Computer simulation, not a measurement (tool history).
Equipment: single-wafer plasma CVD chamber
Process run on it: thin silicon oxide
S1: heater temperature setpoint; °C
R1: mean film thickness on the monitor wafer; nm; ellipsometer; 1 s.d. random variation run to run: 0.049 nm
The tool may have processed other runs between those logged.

Run 1, hour 0: S1 420 °C, chamber pressure (Pa) 91.1, RF power (W) 340, deposition time (s) 11.29. Result: R1 20.958 nm.
Run 2, hour 6: S1 430 °C, chamber pressure (Pa) 91.1, RF power (W) 340, deposition time (s) 11.29. Result: R1 20.833 nm.
Run 3, hour 10.5: S1 430 °C, chamber pressure (Pa) 91.1, RF power (W) 340, deposition time (s) 11.29. Result: R1 20.903 nm.
Run 4, hour 16.5: S1 430 °C, chamber pressure (Pa) 87.7, RF power (W) 340, deposition time (s) 11.29. Result: R1 19.989 nm.
Run 5, hour 19.3: S1 430 °C, chamber pressure (Pa) 85.1, RF power (W) 340, deposition time (s) 11.29. Result: R1 19.624 nm.
Run 6, hour 26.5: S1 430 °C, chamber pressure (Pa) 74.9, RF power (W) 340, deposition time (s) 11.29. Result: R1 17.243 nm.
Run 7, hour 30.5: S1 430 °C, chamber pressure (Pa) 74, RF power (W) 340, deposition time (s) 11.29. Result: R1 16.952 nm.
Run 8, hour 33.9: S1 430 °C, chamber pressure (Pa) 73.2, RF power (W) 340, deposition time (s) 11.29. Result: R1 16.871 nm.
Run 9, hour 35: S1 430 °C, chamber pressure (Pa) 73.2, RF power (W) 340, deposition time (s) 11.29. Result: R1 16.812 nm.
Run 10, hour 39: S1 430 °C, chamber pressure (Pa) 72.5, RF power (W) 340, deposition time (s) 11.29. Result: R1 16.722 nm.
Run 11, hour 43.9: S1 430 °C, chamber pressure (Pa) 72.5, RF power (W) 340, deposition time (s) 11.29. Result: R1 16.562 nm.
Run 12, hour 47.3: S1 430 °C, chamber pressure (Pa) 72, RF power (W) 340, deposition time (s) 11.29. Result: R1 16.519 nm.

What does the tool deliver on the next run?
Run 13, hour 55.9: S1 430 °C, chamber pressure (Pa) 71.6, RF power (W) 340, deposition time (s) 11.29. Result: R1 ?.

R1: 16.514 nm

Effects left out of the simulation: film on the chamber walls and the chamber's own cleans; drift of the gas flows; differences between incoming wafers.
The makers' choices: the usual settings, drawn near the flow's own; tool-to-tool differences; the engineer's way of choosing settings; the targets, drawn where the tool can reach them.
